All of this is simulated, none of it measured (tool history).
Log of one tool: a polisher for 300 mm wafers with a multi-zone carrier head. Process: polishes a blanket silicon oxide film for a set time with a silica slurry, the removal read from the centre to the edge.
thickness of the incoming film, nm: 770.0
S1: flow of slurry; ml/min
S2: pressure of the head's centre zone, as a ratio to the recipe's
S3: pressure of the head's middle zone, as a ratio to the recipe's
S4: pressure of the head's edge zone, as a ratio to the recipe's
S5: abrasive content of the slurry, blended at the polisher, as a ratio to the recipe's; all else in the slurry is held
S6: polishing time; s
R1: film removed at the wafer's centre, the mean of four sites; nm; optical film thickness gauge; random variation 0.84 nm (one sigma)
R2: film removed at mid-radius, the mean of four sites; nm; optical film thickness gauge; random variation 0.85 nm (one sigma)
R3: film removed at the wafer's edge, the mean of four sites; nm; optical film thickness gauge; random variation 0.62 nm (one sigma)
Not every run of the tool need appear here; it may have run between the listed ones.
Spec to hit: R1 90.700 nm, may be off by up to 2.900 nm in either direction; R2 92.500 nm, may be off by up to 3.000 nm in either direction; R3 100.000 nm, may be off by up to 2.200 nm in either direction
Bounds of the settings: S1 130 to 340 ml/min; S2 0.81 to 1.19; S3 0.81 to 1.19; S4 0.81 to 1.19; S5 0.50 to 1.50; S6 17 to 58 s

run    day   S1    S2    S3    S4    S5  S6       R1       R2       R3
  1  0.000  220  1.00  1.00  1.00  1.00  37  101.660  103.560  100.500
  2  0.129  210  0.99  0.98  1.01  1.00  37  100.880  102.940  100.690
  3  0.204  205  0.97  0.95  1.02  1.00  37   99.991   98.461  102.400
  4  0.375  205  0.97  0.95  1.02  1.10  37   99.789  102.890  105.240
  5  0.625  200  0.96  0.94  1.01  1.10  37   99.978  100.900  104.870
  6  0.975  200  0.96  0.94  0.95  1.10  37   99.919  100.770  102.830
  7  1.054  195  0.95  0.93  0.94  1.10  37  100.390  100.600  101.330
  8  1.204  190  0.93  0.92  0.94  1.10  37   97.124   98.669  101.660
  9  1.450  190  0.93  0.92  0.94  1.10  37   99.084  100.090  102.490
 10  1.762  185  0.91  0.91  0.94  1.10  37   94.285   95.896  102.000
 11  1.883  180  0.91  0.91  0.94  1.10  37   92.233   96.596  100.620

Consider the 4 candidate settings below. Which is the only one whose results all fall within their allowed miss of target?
  A  2.004  145  0.93  0.91  1.02  1.05  37   ?   ?   ?
  B  2.004  175  0.93  0.87  0.92  1.10  37   ?   ?   ?
  C  2.004  175  0.88  0.99  1.01  1.20  36   ?   ?   ?
  D  2.004  170  0.84  0.91  0.89  1.10  38   ?   ?   ?

move      R1       R2       R3
   A  91.944   91.653   99.911
   B  96.327   92.245   99.028
   C  91.421  103.030  103.280
   D  88.906   97.991   99.939
A: in spec on every target
B: brings the result that was furthest off to its target, and leaves another outside
C: its largest miss is bigger than the last run's
D: its largest miss is bigger than the last run's
A is the move that brings every result within its allowed miss.
